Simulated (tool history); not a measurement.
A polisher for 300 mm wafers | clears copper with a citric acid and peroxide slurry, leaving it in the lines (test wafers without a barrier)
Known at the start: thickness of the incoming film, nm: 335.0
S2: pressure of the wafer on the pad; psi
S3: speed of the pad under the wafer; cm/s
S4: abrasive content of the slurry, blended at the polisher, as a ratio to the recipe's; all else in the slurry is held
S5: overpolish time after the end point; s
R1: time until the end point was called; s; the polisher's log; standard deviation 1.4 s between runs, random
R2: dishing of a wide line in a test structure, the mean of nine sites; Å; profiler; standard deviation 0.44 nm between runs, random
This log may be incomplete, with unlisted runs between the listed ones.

{"run": 1, "hour": 0.0, "flow of slurry (ml/min)": 140, "S2": 3.4, "S3": 88, "S4": 1, "S5": 21, "R1": 130.99, "R2": 358.53}
{"run": 2, "hour": 8.6, "flow of slurry (ml/min)": 135, "S2": 3.3, "S3": 88, "S4": 1, "S5": 22, "R1": 136.26, "R2": 361.2}
{"run": 3, "hour": 10.8, "flow of slurry (ml/min)": 130, "S2": 3.2, "S3": 88, "S4": 1, "S5": 23, "R1": 140, "R2": 362.33}
{"run": 4, "hour": 17.6, "flow of slurry (ml/min)": 130, "S2": 3.2, "S3": 88, "S4": 1.2, "S5": 23, "R1": 132.33, "R2": 376.61}
{"run": 5, "hour": 21.4, "flow of slurry (ml/min)": 160, "S2": 3.2, "S3": 88, "S4": 1.2, "S5": 23, "R1": 129.9, "R2": 384.68}
{"run": 6, "hour": 25.7, "flow of slurry (ml/min)": 160, "S2": 3.2, "S3": 80, "S4": 1.2, "S5": 23, "R1": 138.01, "R2": 374.78}

Run 7 has not been measured yet. What should we expect?
{"run": 7, "hour": 29.5, "flow of slurry (ml/min)": 155, "S2": 3.2, "S3": 80, "S4": 1.2, "S5": 24, "R1": "?", "R2": "?"}

{"run 7": {"R1": 141.09, "R2": 380.95}}

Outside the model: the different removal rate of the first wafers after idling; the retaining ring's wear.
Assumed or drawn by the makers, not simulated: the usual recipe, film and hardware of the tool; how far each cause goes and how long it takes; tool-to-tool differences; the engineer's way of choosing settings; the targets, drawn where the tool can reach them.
